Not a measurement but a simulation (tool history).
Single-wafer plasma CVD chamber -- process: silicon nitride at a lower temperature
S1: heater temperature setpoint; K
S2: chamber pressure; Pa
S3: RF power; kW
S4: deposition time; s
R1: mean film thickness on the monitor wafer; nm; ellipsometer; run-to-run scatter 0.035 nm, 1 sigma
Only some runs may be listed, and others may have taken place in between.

run,hour,S1,S2,S3,S4,R1
1,0,598.15,152,0.275,8.2,8.3954
2,1.9,598.15,136,0.275,8.2,8.0586
3,2.5,598.15,129,0.275,8.2,7.9324
4,7,598.15,129,0.31,8.2,8.9261
5,15.5,598.15,129,0.345,8.2,9.579
6,23.2,598.15,123,0.33,8.2,9.109

Expected results for the next run?
7,27.4,598.15,117,0.32,8.2,?

R1: 8.7063 nm
